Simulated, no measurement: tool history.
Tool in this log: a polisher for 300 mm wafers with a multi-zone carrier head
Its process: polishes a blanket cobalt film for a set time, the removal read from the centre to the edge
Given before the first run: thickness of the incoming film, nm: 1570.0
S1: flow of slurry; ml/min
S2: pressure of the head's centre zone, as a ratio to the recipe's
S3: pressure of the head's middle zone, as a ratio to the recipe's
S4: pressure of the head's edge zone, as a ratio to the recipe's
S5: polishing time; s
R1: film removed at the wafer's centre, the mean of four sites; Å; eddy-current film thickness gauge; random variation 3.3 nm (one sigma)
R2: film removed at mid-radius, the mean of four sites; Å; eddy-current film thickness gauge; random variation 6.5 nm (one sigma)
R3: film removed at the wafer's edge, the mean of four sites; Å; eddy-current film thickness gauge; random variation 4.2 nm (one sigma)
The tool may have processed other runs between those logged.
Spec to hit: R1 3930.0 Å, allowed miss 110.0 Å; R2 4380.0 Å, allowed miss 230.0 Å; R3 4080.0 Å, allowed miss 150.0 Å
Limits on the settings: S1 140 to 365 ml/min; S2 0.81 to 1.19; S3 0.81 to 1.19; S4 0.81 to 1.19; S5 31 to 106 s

{"run": 1, "hour": 0.0, "S1": 235, "S2": 1.0, "S3": 1.0, "S4": 1.0, "S5": 68, "R1": 3072.9, "R2": 3213.4, "R3": 3148.7}
{"run": 2, "hour": 2.3, "S1": 240, "S2": 1.01, "S3": 1.03, "S4": 1.03, "S5": 71, "R1": 3249.0, "R2": 3288.0, "R3": 3287.6}
{"run": 3, "hour": 9.2, "S1": 265, "S2": 1.01, "S3": 1.03, "S4": 1.03, "S5": 71, "R1": 3275.4, "R2": 3324.3, "R3": 3365.6}
{"run": 4, "hour": 14.2, "S1": 270, "S2": 1.0, "S3": 1.05, "S4": 1.02, "S5": 74, "R1": 3350.9, "R2": 3586.5, "R3": 3429.1}
{"run": 5, "hour": 21.5, "S1": 270, "S2": 1.0, "S3": 1.05, "S4": 0.96, "S5": 74, "R1": 3382.0, "R2": 3650.9, "R3": 3330.7}
{"run": 6, "hour": 27.6, "S1": 270, "S2": 1.0, "S3": 1.13, "S4": 0.96, "S5": 74, "R1": 3307.9, "R2": 3763.9, "R3": 3312.0}
{"run": 7, "hour": 30.9, "S1": 270, "S2": 1.0, "S3": 1.13, "S4": 0.98, "S5": 77, "R1": 3501.8, "R2": 3930.3, "R3": 3594.1}
{"run": 8, "hour": 34.7, "S1": 270, "S2": 1.0, "S3": 1.14, "S4": 0.99, "S5": 78, "R1": 3533.0, "R2": 4104.9, "R3": 3584.4}
{"run": 9, "hour": 35.5, "S1": 270, "S2": 1.01, "S3": 1.14, "S4": 1.02, "S5": 79, "R1": 3633.2, "R2": 4139.7, "R3": 3641.4}
{"run": 10, "hour": 37.1, "S1": 270, "S2": 1.01, "S3": 1.13, "S4": 1.04, "S5": 80, "R1": 3701.4, "R2": 4028.4, "R3": 3777.2}
{"run": 11, "hour": 39.8, "S1": 270, "S2": 1.01, "S3": 1.14, "S4": 1.05, "S5": 81, "R1": 3726.6, "R2": 4220.1, "R3": 3833.9}
{"run": 12, "hour": 48.7, "S1": 270, "S2": 1.01, "S3": 1.14, "S4": 1.06, "S5": 82, "R1": 3784.3, "R2": 4170.6, "R3": 3881.3}
{"run": 13, "hour": 51.3, "S1": 270, "S2": 1.01, "S3": 1.15, "S4": 1.07, "S5": 83, "R1": 3853.6, "R2": 4294.8, "R3": 3984.0}

Below are 5 possible settings for the next run. Only one of them brings all results inside the allowed miss of their targets. Which is it?
{"run": "A", "hour": 53.9, "S1": 240, "S2": 0.99, "S3": 1.1, "S4": 1.06, "S5": 83, "R1": "?", "R2": "?", "R3": "?"}
{"run": "B", "hour": 53.9, "S1": 265, "S2": 0.96, "S3": 1.19, "S4": 1.02, "S5": 83, "R1": "?", "R2": "?", "R3": "?"}
{"run": "C", "hour": 53.9, "S1": 290, "S2": 1.0, "S3": 1.19, "S4": 0.86, "S5": 86, "R1": "?", "R2": "?", "R3": "?"}
{"run": "D", "hour": 53.9, "S1": 260, "S2": 0.98, "S3": 1.09, "S4": 1.02, "S5": 88, "R1": "?", "R2": "?", "R3": "?"}
{"run": "E", "hour": 53.9, "S1": 275, "S2": 0.97, "S3": 1.19, "S4": 1.06, "S5": 83, "R1": "?", "R2": "?", "R3": "?"}

move=A R1=3669.7 R2=4178.5 R3=3938.9
move=B R1=3592.1 R2=4508.6 R3=3883.9
move=C R1=3909.0 R2=4704.9 R3=3735.4
move=D R1=3879.2 R2=4425.1 R3=4118.7
move=E R1=3641.8 R2=4521.4 R3=3967.0
A: lands further from the targets than the last run did
B: lands further from the targets than the last run did
C: meets the target for the result that was furthest off, but another lies outside its allowed miss
D: every result lands within tolerance
E: lands further from the targets than the last run did
D meets every target.
